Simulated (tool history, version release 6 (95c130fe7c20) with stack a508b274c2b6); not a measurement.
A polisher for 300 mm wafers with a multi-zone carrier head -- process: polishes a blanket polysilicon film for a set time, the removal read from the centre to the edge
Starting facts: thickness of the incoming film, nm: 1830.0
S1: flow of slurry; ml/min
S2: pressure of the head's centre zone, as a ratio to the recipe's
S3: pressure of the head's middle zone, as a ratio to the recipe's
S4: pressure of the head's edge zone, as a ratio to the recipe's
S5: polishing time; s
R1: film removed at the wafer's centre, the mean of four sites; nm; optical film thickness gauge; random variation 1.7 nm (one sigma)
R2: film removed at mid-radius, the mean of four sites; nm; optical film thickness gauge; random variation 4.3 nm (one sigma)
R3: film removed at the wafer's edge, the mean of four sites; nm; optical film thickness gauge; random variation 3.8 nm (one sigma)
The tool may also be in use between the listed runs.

run	hour	S1	S2	S3	S4	S5	R1	R2	R3
1	0.0	315	1.00	1.00	1.00	73	506.76	521.52	486.25
2	7.3	310	0.99	1.00	0.96	63	430.39	430.83	421.57
3	10.5	310	0.99	1.00	1.00	63	428.19	437.14	422.63
4	13.0	310	0.99	1.00	0.93	63	427.59	455.80	411.91
5	13.7	385	0.99	1.00	0.93	63	443.00	443.21	422.01
6	20.3	320	0.99	1.00	0.93	63	431.21	435.78	420.60

What will run 7 give?
7	27.7	290	1.00	1.04	0.90	55	?	?	?

Run 7 produced R1 373.24 nm, R2 393.56 nm, R3 348.91 nm.
